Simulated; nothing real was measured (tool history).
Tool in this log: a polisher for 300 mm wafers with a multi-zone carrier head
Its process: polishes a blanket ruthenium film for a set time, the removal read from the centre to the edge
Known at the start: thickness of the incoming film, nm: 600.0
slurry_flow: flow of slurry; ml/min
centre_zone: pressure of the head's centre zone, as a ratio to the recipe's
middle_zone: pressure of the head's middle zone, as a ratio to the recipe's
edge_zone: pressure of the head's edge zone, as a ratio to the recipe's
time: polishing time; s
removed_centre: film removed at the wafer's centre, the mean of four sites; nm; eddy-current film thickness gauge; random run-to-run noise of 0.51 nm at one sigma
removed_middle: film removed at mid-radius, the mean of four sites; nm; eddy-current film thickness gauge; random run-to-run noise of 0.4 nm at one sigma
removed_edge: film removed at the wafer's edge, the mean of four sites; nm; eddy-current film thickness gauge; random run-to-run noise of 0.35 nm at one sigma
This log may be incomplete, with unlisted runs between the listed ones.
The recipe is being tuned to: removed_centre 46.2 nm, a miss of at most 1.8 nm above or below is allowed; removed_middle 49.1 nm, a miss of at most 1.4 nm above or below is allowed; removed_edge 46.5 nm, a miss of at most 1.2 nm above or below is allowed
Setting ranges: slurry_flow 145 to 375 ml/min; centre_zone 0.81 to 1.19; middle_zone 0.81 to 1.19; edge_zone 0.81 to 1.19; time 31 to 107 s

run 1 hour=0 | slurry_flow=240 centre_zone=1 middle_zone=1 edge_zone=1 time=69 | removed_centre=61.491 removed_middle=62.73 removed_edge=61.804
run 2 hour=2.1 | slurry_flow=235 centre_zone=0.99 middle_zone=0.99 edge_zone=0.98 time=67 | removed_centre=59.655 removed_middle=60.705 removed_edge=58.79
run 3 hour=2.8 | slurry_flow=230 centre_zone=0.97 middle_zone=0.97 edge_zone=0.96 time=66 | removed_centre=57.19 removed_middle=58.762 removed_edge=57.47
run 4 hour=10.3 | slurry_flow=230 centre_zone=0.89 middle_zone=0.97 edge_zone=0.96 time=66 | removed_centre=52.458 removed_middle=59.283 removed_edge=57.581
run 5 hour=13.8 | slurry_flow=230 centre_zone=0.89 middle_zone=0.91 edge_zone=0.96 time=66 | removed_centre=53.125 removed_middle=55.319 removed_edge=58.138
run 6 hour=17.9 | slurry_flow=230 centre_zone=0.89 middle_zone=0.91 edge_zone=1.02 time=66 | removed_centre=52.967 removed_middle=54.572 removed_edge=59.864
run 7 hour=20.8 | slurry_flow=225 centre_zone=0.89 middle_zone=0.91 edge_zone=0.99 time=64 | removed_centre=51.277 removed_middle=53.72 removed_edge=56.449
run 8 hour=27.6 | slurry_flow=215 centre_zone=0.89 middle_zone=0.91 edge_zone=0.97 time=63 | removed_centre=50.166 removed_middle=52.61 removed_edge=54.899
run 9 hour=30.2 | slurry_flow=210 centre_zone=0.89 middle_zone=0.91 edge_zone=0.95 time=62 | removed_centre=49.215 removed_middle=50.724 removed_edge=53.746
run 10 hour=37.8 | slurry_flow=205 centre_zone=0.89 middle_zone=0.92 edge_zone=0.93 time=61 | removed_centre=48.049 removed_middle=51.287 removed_edge=51.625
run 11 hour=38.5 | slurry_flow=200 centre_zone=0.89 middle_zone=0.92 edge_zone=0.92 time=61 | removed_centre=47.644 removed_middle=50.59 removed_edge=52.181
run 12 hour=42.6 | slurry_flow=200 centre_zone=0.9 middle_zone=0.93 edge_zone=0.91 time=60 | removed_centre=47.392 removed_middle=49.58 removed_edge=50.424

Which single option among these 4 for the next run brings every result within its allowed miss of target? Just one does.
run A hour=46.7 | slurry_flow=190 centre_zone=0.95 middle_zone=1 edge_zone=0.91 time=56 | removed_centre=? removed_middle=? removed_edge=?
run B hour=46.7 | slurry_flow=195 centre_zone=0.89 middle_zone=0.91 edge_zone=0.96 time=61 | removed_centre=? removed_middle=? removed_edge=?
run C hour=46.7 | slurry_flow=235 centre_zone=0.87 middle_zone=0.9 edge_zone=1.01 time=61 | removed_centre=? removed_middle=? removed_edge=?
run D hour=46.7 | slurry_flow=170 centre_zone=0.89 middle_zone=0.87 edge_zone=0.91 time=65 | removed_centre=? removed_middle=? removed_edge=?

move=A removed_centre=47.219 removed_middle=48.382 removed_edge=46.459
move=B removed_centre=48.315 removed_middle=48.906 removed_edge=52.081
move=C removed_centre=48.424 removed_middle=49.578 removed_edge=54.28
move=D removed_centre=50.391 removed_middle=49.286 removed_edge=53.409
A: meets every target
B: its largest miss is bigger than the last run's
C: its largest miss is bigger than the last run's
D: its largest miss is bigger than the last run's
A meets every target.
